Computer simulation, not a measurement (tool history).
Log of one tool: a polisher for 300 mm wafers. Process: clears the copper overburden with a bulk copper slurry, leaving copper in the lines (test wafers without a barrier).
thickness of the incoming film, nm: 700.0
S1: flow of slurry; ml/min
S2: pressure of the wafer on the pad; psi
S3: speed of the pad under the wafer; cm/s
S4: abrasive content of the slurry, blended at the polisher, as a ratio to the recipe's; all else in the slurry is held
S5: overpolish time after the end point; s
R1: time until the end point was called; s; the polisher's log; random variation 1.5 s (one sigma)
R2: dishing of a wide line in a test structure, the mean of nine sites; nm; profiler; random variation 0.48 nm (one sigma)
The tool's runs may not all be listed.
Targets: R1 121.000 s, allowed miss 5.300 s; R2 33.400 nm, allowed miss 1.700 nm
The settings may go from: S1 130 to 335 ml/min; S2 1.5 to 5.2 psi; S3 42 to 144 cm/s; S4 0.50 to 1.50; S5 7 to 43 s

run	hour	S1	S2	S3	S4	S5	R1	R2
1	0.0	215	3.3	92	1.00	22	67.943	46.649
2	8.3	215	3.3	92	1.20	22	65.165	47.938
3	8.9	215	3.3	74	1.20	22	79.303	45.898
4	10.3	230	3.2	72	1.10	20	86.597	44.015
# hour 12.2: worn pad replaced by a new one
5	12.2	245	3.1	72	1.00	18	81.513	44.101
6	13.3	255	2.9	70	0.95	16	90.272	42.111
7	19.5	265	2.7	70	0.90	15	96.784	37.900
8	23.9	260	2.6	70	0.90	15	103.260	38.035

Which of these 5 next moves meets every target?
A	28.3	185	2.3	66	1.15	21	?	?
B	28.3	270	2.1	78	1.10	15	?	?
C	28.3	285	2.6	60	0.85	13	?	?
D	28.3	245	2.9	46	0.90	21	?	?
E	28.3	295	2.3	80	0.75	15	?	?

move	R1	R2
A	118.590	40.875
B	108.280	37.282
C	122.780	33.518
D	141.150	39.245
E	109.100	37.437
A: brings the result that was furthest off to its target, and leaves another outside
B: nearer than the last run, and not there yet
C: meets every target
D: takes the result that was furthest off past its target
E: nearer than the last run, and not there yet
The right move is C.
